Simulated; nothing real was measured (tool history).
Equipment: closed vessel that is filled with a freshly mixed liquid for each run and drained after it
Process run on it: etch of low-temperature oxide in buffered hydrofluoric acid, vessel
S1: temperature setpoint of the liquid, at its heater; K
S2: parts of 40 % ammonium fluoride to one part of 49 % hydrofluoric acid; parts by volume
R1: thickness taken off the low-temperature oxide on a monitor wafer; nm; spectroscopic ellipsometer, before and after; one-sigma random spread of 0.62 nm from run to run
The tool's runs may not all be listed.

{"run": 1, "hour": 0.0, "S1": 293.15, "S2": 9.5, "time in the liquid (s)": 30, "R1": 94.623}
{"run": 2, "hour": 2.5, "S1": 293.15, "S2": 9.5, "time in the liquid (s)": 30, "R1": 95.52}
{"run": 3, "hour": 10.1, "S1": 292.65, "S2": 10, "time in the liquid (s)": 30, "R1": 88.316}
{"run": 4, "hour": 11.8, "S1": 290.65, "S2": 10, "time in the liquid (s)": 30, "R1": 78.149}
{"hour": 17.4, "done": "hydrofluoric acid flow meter replaced"}
{"run": 5, "hour": 17.4, "S1": 294.15, "S2": 10, "time in the liquid (s)": 30, "R1": 89.369}
{"run": 6, "hour": 19.1, "S1": 294.15, "S2": 10, "time in the liquid (s)": 30, "R1": 89.161}

What will run 7 give?
{"run": 7, "hour": 20.9, "S1": 293.65, "S2": 10, "time in the liquid (s)": 30, "R1": "?"}

{"run 7": {"R1": 87.979}}

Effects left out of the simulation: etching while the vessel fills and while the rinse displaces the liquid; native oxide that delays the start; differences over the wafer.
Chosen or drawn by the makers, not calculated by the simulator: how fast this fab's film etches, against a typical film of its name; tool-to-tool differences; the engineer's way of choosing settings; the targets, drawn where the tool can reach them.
